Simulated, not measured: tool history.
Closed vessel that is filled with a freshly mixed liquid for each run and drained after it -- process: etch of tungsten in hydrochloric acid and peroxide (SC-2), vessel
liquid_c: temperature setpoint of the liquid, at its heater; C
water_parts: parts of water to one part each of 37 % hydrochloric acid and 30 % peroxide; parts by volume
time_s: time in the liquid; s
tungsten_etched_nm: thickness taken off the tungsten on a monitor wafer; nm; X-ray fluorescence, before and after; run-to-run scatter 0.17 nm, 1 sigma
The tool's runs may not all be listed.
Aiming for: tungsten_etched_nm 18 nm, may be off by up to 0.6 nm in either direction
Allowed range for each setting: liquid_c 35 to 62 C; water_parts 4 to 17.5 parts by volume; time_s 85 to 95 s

run	hour	liquid_c	water_parts	time_s	tungsten_etched_nm
1	0	46	9.5	85	25.951
2	1.5	52	9.5	85	39.417
3	5.3	50	9.5	85	34.026
4	6.7	50	9.5	85	34.155
5	10	50	9.5	95	38.631
6	15.2	43	9.5	95	23.697
7	23.2	42.5	9.5	95	23.227
8	29.8	42	9.5	95	22.212
9	37.8	41.5	9.5	95	21.574
10	41.2	41	9.5	95	20.558
11	49.5	40.5	9.5	95	19.804

Exactly one of the 5 candidate moves below puts every result within its allowed miss. Which one?
A	57.8	42.5	11	90	?
B	57.8	37	6.5	90	?
C	57.8	38.5	8	95	?
D	57.8	38.5	8.5	85	?
E	57.8	40.5	10	90	?

move	tungsten_etched_nm
A	19.363
B	20.027
C	20.019
D	17.059
E	18.224
A: an improvement on the last run, though not all results are within tolerance
B: its largest miss is bigger than the last run's
C: its largest miss is bigger than the last run's
D: the result that was furthest off in the last run now lies on the other side of its target
E: meets every target
E is the move that brings every result within its allowed miss.

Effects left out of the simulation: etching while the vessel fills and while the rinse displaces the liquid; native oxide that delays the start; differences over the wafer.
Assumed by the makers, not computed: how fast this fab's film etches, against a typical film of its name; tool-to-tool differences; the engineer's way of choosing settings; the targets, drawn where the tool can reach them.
